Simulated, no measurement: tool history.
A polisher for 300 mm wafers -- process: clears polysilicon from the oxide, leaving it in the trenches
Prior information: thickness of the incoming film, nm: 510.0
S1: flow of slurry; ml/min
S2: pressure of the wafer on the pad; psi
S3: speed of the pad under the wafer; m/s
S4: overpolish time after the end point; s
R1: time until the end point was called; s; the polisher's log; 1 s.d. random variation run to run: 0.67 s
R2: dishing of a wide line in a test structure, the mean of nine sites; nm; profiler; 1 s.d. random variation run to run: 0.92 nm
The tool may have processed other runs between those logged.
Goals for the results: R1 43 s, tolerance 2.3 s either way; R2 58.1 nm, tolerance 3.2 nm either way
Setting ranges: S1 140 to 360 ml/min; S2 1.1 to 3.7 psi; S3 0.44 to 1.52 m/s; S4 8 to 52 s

run,hour,S1,S2,S3,S4,R1,R2
1,0,230,2.4,0.98,26,44.284,78.316
2,3.6,230,2.4,0.8,26,54.801,74.153
3,9.3,265,2.7,0.7,21,53.192,71.779
4,13.2,265,2.7,0.7,26,52.725,77.434
5,17.8,265,3,0.7,26,48.417,76.072
6,22.2,230,3.2,0.68,21,47.291,72.846
7,28,205,3.3,0.68,18,47.622,70.399
8,29.1,190,3.4,0.68,15,45.395,69.112
9,33.4,175,3.5,0.68,13,45.462,65.982
10,41.8,165,3.6,0.68,12,43.482,65.318
11,50.6,160,3.6,0.68,11,44.952,61.414

Consider the 5 candidate settings below. Which is the only one whose results all fall within their allowed miss of target?
A,59.4,140,3.5,0.74,9,?,?
B,59.4,280,3.4,0.62,13,?,?
C,59.4,160,3.7,0.66,12,?,?
D,59.4,205,3.5,0.62,13,?,?
E,59.4,180,3.5,0.68,21,?,?

move,R1,R2
A,43.485,56.506
B,47.603,63.36
C,44.683,62.979
D,48.051,63.147
E,44.892,72.429
A: every result within its allowed miss
B: its largest miss is bigger than the last run's
C: its largest miss is bigger than the last run's
D: its largest miss is bigger than the last run's
E: its largest miss is bigger than the last run's
A meets every target.
